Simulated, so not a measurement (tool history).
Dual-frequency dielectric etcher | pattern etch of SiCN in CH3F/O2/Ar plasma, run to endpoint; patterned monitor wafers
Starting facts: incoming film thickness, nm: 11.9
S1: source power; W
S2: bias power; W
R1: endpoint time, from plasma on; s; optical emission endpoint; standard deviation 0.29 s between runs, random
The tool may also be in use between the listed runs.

run,day,S1,S2,R1
1,0.000,350,95,30.197
2,0.288,410,95,27.860
3,0.542,380,91,29.535
4,0.571,320,91,31.239
5,0.788,300,86,32.884
6,0.996,300,102,31.471
7,1.338,300,102,31.500
8,1.704,290,95,32.544
9,1.833,280,90,33.033

Predict the results of run 10:
10,2.179,270,85,?

{"run 10": {"R1": 34.957}}

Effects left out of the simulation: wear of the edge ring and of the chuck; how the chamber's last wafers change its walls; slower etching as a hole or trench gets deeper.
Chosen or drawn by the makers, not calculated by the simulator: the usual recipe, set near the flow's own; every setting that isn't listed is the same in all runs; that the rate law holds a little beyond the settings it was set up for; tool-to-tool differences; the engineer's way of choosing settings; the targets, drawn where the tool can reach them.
